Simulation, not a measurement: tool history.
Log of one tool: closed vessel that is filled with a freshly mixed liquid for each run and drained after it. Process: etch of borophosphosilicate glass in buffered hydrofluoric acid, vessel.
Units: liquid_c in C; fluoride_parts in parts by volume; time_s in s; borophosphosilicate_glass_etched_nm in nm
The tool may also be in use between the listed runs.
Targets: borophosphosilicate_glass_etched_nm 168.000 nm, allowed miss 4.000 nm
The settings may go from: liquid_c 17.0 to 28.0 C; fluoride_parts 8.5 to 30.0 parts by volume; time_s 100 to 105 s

| run | hour | liquid_c | fluoride_parts | time_s | borophosphosilicate_glass_etched_nm |
|---|---|---|---|---|---|
| 1 | 0.0 | 20.0 | 23.5 | 100 | 72.276 |
| 2 | 4.3 | 21.5 | 21.0 | 100 | 85.530 |
| 3 | 8.1 | 22.5 | 19.5 | 100 | 94.396 |
| 4 | 9.7 | 24.0 | 19.5 | 100 | 103.390 |
| 5 | 16.4 | 24.5 | 18.0 | 100 | 115.500 |
| 6 | 24.8 | 22.0 | 18.0 | 100 | 100.230 |
| 7 | 26.1 | 23.0 | 17.0 | 100 | 112.200 |
| 8 | 34.4 | 24.0 | 16.5 | 100 | 121.410 |
| 9 | 38.6 | 24.5 | 16.0 | 100 | 127.850 |
| 10 | 44.9 | 25.0 | 15.5 | 100 | 137.980 |
| 11 | 53.6 | 25.5 | 15.5 | 100 | 141.270 |
| 12 | 58.8 | 28.0 | 14.0 | 100 | 178.340 |
| 13 | 59.6 | 27.5 | 14.0 | 100 | 173.170 |

Which of these 5 next moves meets every target?
| A | 60.4 | 28.0 | 14.0 | 100 | ? |
| B | 60.4 | 23.5 | 11.5 | 100 | ? |
| C | 60.4 | 27.0 | 13.5 | 105 | ? |
| D | 60.4 | 28.0 | 14.5 | 105 | ? |
| E | 60.4 | 24.5 | 11.5 | 100 | ? |

| move | borophosphosilicate_glass_etched_nm |
|---|---|
| A | 177.400 |
| B | 169.270 |
| C | 183.120 |
| D | 179.950 |
| E | 178.650 |
A: further off than the last run
B: meets every target
C: further off than the last run
D: further off than the last run
E: further off than the last run
Move B is the one to make.

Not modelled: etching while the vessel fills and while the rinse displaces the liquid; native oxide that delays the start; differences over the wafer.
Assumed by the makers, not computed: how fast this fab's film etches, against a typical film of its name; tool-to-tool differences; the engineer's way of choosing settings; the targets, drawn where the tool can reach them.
